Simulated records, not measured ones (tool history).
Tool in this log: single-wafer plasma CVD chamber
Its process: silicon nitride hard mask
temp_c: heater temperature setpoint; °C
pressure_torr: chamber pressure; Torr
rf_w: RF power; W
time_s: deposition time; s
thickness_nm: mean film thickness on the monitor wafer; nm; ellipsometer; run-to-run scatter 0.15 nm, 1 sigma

Run 1, hour 0.0: temp_c 395 °C, pressure_torr 1.89 Torr, rf_w 290 W, time_s 28.1 s. Result: thickness_nm 37.806 nm.
Run 2, hour 6.6: temp_c 395 °C, pressure_torr 1.83 Torr, rf_w 285 W, time_s 28.1 s. Result: thickness_nm 37.109 nm.
Run 3, hour 9.0: temp_c 395 °C, pressure_torr 1.78 Torr, rf_w 280 W, time_s 28.1 s. Result: thickness_nm 36.348 nm.
Run 4, hour 16.7: temp_c 395 °C, pressure_torr 2.01 Torr, rf_w 280 W, time_s 28.1 s. Result: thickness_nm 37.062 nm.
Run 5, hour 23.0: temp_c 395 °C, pressure_torr 2.01 Torr, rf_w 255 W, time_s 28.1 s. Result: thickness_nm 35.396 nm.
Run 6, hour 30.9: temp_c 388 °C, pressure_torr 2.01 Torr, rf_w 255 W, time_s 28.1 s. Result: thickness_nm 35.715 nm.
Run 7, hour 32.9: temp_c 388 °C, pressure_torr 1.98 Torr, rf_w 255 W, time_s 28.1 s. Result: thickness_nm 35.374 nm.

What will run 8 give?
Run 8, hour 39.4: temp_c 388 °C, pressure_torr 1.96 Torr, rf_w 255 W, time_s 28.1 s. Result: thickness_nm ?.

{"run 8": {"thickness_nm": 35.241}}

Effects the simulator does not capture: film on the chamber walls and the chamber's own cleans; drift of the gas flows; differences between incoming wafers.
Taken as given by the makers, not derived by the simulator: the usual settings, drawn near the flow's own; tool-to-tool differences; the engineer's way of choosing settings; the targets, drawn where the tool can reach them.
